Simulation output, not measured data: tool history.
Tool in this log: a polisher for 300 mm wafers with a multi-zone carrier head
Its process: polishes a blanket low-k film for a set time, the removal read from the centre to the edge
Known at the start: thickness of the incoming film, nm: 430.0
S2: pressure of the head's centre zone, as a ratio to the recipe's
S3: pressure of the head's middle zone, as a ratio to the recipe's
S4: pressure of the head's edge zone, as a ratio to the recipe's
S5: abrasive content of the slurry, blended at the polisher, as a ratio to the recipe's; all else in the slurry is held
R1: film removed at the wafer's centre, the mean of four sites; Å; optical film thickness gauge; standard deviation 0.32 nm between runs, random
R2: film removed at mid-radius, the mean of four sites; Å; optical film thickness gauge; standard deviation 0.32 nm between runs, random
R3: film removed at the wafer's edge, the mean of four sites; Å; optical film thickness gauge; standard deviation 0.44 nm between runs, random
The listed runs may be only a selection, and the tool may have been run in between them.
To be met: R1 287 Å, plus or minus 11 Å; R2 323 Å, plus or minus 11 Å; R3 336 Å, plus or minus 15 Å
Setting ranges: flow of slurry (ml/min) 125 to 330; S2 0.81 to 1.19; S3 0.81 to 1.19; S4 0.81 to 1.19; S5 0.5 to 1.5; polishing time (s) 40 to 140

run 1 hour=0 | flow_of_slurry_(ml/min)=210 S2=1 S3=1 S4=1 S5=1 polishing_time_(s)=90 | R1=255.15 R2=253.21 R3=239.09
run 2 hour=4.9 | flow_of_slurry_(ml/min)=210 S2=0.98 S3=1 S4=1.02 S5=1.05 polishing_time_(s)=90 | R1=252.24 R2=256.93 R3=252.19
run 3 hour=7.8 | flow_of_slurry_(ml/min)=230 S2=0.98 S3=1 S4=1.02 S5=1.05 polishing_time_(s)=90 | R1=259.78 R2=259.41 R3=254.15
run 4 hour=10.9 | flow_of_slurry_(ml/min)=230 S2=0.98 S3=1 S4=1.02 S5=1.05 polishing_time_(s)=101 | R1=287.05 R2=289.01 R3=280.97
run 5 hour=13.8 | flow_of_slurry_(ml/min)=230 S2=0.97 S3=1.01 S4=1.04 S5=1.05 polishing_time_(s)=101 | R1=286.15 R2=292.48 R3=286.37
run 6 hour=17.9 | flow_of_slurry_(ml/min)=235 S2=0.96 S3=1.02 S4=1.06 S5=1.05 polishing_time_(s)=101 | R1=284.21 R2=293.15 R3=292.47
run 7 hour=19.9 | flow_of_slurry_(ml/min)=240 S2=0.95 S3=1.03 S4=1.07 S5=1.05 polishing_time_(s)=101 | R1=289.44 R2=302.05 R3=293.41
run 8 hour=28.6 | flow_of_slurry_(ml/min)=240 S2=0.94 S3=1.03 S4=1.08 S5=1.05 polishing_time_(s)=101 | R1=281.8 R2=300 R3=297.96
run 9 hour=34.6 | flow_of_slurry_(ml/min)=245 S2=0.93 S3=1.03 S4=1.09 S5=1.05 polishing_time_(s)=101 | R1=279.16 R2=295.22 R3=292.61
run 10 hour=39.9 | flow_of_slurry_(ml/min)=240 S2=0.92 S3=1.03 S4=1.1 S5=1.1 polishing_time_(s)=101 | R1=276 R2=304.96 R3=303.94
run 11 hour=43.1 | flow_of_slurry_(ml/min)=240 S2=0.92 S3=1.03 S4=1.1 S5=1.1 polishing_time_(s)=101 | R1=285.08 R2=298.18 R3=302.45
run 12 hour=46 | flow_of_slurry_(ml/min)=240 S2=0.91 S3=1.04 S4=1.11 S5=1.1 polishing_time_(s)=101 | R1=274.55 R2=312.52 R3=306.94

Pick the move, out of 5, that brings all results within their allowed miss; only one does.
run A hour=48.9 | flow_of_slurry_(ml/min)=160 S2=0.82 S3=1.17 S4=0.87 S5=1.05 polishing_time_(s)=109 | R1=? R2=? R3=?
run B hour=48.9 | flow_of_slurry_(ml/min)=330 S2=0.96 S3=0.91 S4=1.19 S5=0.95 polishing_time_(s)=112 | R1=? R2=? R3=?
run C hour=48.9 | flow_of_slurry_(ml/min)=240 S2=0.9 S3=1.01 S4=1.16 S5=1.25 polishing_time_(s)=91 | R1=? R2=? R3=?
run D hour=48.9 | flow_of_slurry_(ml/min)=230 S2=0.88 S3=0.99 S4=1.15 S5=1.25 polishing_time_(s)=104 | R1=? R2=? R3=?
run E hour=48.9 | flow_of_slurry_(ml/min)=250 S2=0.89 S3=0.87 S4=1.19 S5=1.1 polishing_time_(s)=115 | R1=? R2=? R3=?

move=A R1=247.97 R2=331.12 R3=269.55
move=B R1=318.81 R2=290.27 R3=333.41
move=C R1=263.78 R2=280.65 R3=293.42
move=D R1=292.82 R2=313.63 R3=332.51
move=E R1=313.83 R2=298.23 R3=358.14
A: further off than the last run
B: corrects the largest miss of the last run, while another result sits out of spec
C: further off than the last run
D: in spec on every target
E: takes the biggest miss from the last run beyond its target
D is the move that brings every result within its allowed miss.
